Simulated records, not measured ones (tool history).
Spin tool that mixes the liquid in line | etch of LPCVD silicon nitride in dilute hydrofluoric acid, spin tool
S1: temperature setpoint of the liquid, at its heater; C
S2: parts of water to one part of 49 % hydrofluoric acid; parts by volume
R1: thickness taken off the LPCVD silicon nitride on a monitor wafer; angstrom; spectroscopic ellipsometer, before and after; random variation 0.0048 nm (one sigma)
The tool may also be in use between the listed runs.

{"run": 1, "hour": 0.0, "S1": 23.0, "S2": 65, "time under the liquid (s)": 40, "R1": 2.2348}
{"run": 2, "hour": 3.7, "S1": 22.5, "S2": 65, "time under the liquid (s)": 40, "R1": 2.2002}
{"run": 3, "hour": 6.6, "S1": 22.0, "S2": 65, "time under the liquid (s)": 40, "R1": 2.1029}
{"run": 4, "hour": 9.0, "S1": 22.0, "S2": 65, "time under the liquid (s)": 40, "R1": 2.0875}
{"hour": 13.7, "done": "thermometer replaced"}
{"run": 5, "hour": 13.7, "S1": 21.5, "S2": 65, "time under the liquid (s)": 40, "R1": 2.3448}
{"run": 6, "hour": 15.2, "S1": 21.5, "S2": 70, "time under the liquid (s)": 40, "R1": 2.1328}
{"run": 7, "hour": 24.1, "S1": 21.5, "S2": 75, "time under the liquid (s)": 40, "R1": 1.962}

Forecast run 8:
{"run": 8, "hour": 30.0, "S1": 21.5, "S2": 85, "time under the liquid (s)": 30, "R1": "?"}

{"run 8": {"R1": 1.2908}}
